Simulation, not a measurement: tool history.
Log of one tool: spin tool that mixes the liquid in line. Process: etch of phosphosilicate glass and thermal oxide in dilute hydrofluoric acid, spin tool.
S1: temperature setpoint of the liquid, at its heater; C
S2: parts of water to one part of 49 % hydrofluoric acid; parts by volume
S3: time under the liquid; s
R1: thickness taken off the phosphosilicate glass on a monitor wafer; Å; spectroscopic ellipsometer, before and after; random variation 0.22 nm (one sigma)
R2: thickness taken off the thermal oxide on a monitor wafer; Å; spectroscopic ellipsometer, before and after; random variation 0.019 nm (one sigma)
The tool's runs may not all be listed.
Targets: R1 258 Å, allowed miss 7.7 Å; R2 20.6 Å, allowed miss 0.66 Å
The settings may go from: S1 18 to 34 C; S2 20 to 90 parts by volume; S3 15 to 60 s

{"run": 1, "day": 0.0, "S1": 26, "S2": 50, "S3": 30, "R1": 399.05, "R2": 32.05}
{"run": 2, "day": 0.2, "S1": 26, "S2": 55, "S3": 30, "R1": 361.1, "R2": 28.356}
{"run": 3, "day": 0.288, "S1": 24, "S2": 55, "S3": 30, "R1": 331.21, "R2": 26.286}
{"run": 4, "day": 0.396, "S1": 22.5, "S2": 55, "S3": 30, "R1": 310.96, "R2": 25}
{"run": 5, "day": 0.425, "S1": 22.5, "S2": 55, "S3": 45, "R1": 466.81, "R2": 36.851}
{"run": 6, "day": 0.775, "S1": 21, "S2": 60, "S3": 45, "R1": 397.12, "R2": 32.295}
{"run": 7, "day": 1.125, "S1": 20.5, "S2": 65, "S3": 45, "R1": 359.94, "R2": 29.045}
{"run": 8, "day": 1.275, "S1": 20, "S2": 70, "S3": 45, "R1": 325.2, "R2": 26.073}
{"run": 9, "day": 1.388, "S1": 19.5, "S2": 75, "S3": 45, "R1": 295.38, "R2": 23.782}
{"run": 10, "day": 1.6, "S1": 19, "S2": 75, "S3": 45, "R1": 291.99, "R2": 22.977}
{"run": 11, "day": 1.854, "S1": 18.5, "S2": 75, "S3": 45, "R1": 284.34, "R2": 22.41}

Which of these 4 next moves meets every target?
{"run": "A", "day": 2.108, "S1": 19, "S2": 80, "S3": 40, "R1": "?", "R2": "?"}
{"run": "B", "day": 2.108, "S1": 22.5, "S2": 75, "S3": 35, "R1": "?", "R2": "?"}
{"run": "C", "day": 2.108, "S1": 25.5, "S2": 90, "S3": 40, "R1": "?", "R2": "?"}
{"run": "D", "day": 2.108, "S1": 22.5, "S2": 60, "S3": 25, "R1": "?", "R2": "?"}

move=A R1=236.32 R2=18.931
move=B R1=256.48 R2=20.546
move=C R1=270.35 R2=21.658
move=D R1=233.32 R2=18.691
A: takes the result that was furthest off past its target
B: meets every target
C: nearer than the last run, and not there yet
D: takes the result that was furthest off past its target
Answer: B
